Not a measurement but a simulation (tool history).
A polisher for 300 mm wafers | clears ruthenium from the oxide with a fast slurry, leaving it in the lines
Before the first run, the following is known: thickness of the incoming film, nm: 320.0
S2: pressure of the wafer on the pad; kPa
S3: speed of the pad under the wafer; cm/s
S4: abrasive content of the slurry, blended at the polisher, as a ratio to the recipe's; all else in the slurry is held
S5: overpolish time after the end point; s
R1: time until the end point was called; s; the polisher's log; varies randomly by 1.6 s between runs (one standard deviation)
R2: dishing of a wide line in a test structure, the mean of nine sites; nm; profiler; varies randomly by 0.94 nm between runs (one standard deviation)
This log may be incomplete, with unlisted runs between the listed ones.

{"run": 1, "hour": 0.0, "flow of slurry (ml/min)": 305, "S2": 24.1, "S3": 100, "S4": 1, "S5": 23, "R1": 62.086, "R2": 83.196}
{"run": 2, "hour": 8.5, "flow of slurry (ml/min)": 335, "S2": 24.1, "S3": 100, "S4": 1, "S5": 23, "R1": 62.707, "R2": 83.859}
{"run": 3, "hour": 16.2, "flow of slurry (ml/min)": 335, "S2": 24.1, "S3": 100, "S4": 1, "S5": 20, "R1": 61.729, "R2": 71.879}
{"run": 4, "hour": 20.8, "flow of slurry (ml/min)": 335, "S2": 21.4, "S3": 98, "S4": 1, "S5": 19, "R1": 70.176, "R2": 63.593}
{"run": 5, "hour": 23.3, "flow of slurry (ml/min)": 335, "S2": 21.4, "S3": 122, "S4": 1, "S5": 19, "R1": 56.272, "R2": 73.571}
{"run": 6, "hour": 27.9, "flow of slurry (ml/min)": 335, "S2": 21.4, "S3": 148, "S4": 1, "S5": 19, "R1": 47.317, "R2": 80.251}
{"run": 7, "hour": 34.5, "flow of slurry (ml/min)": 335, "S2": 19.3, "S3": 136, "S4": 0.95, "S5": 18, "R1": 60.213, "R2": 68.79}

Estimate the outcome of run 8 from the log above:
{"run": 8, "hour": 39.3, "flow of slurry (ml/min)": 335, "S2": 17.2, "S3": 130, "S4": 0.95, "S5": 17, "R1": "?", "R2": "?"}

Run 8 yielded R1 68.894 s, R2 58.182 nm.
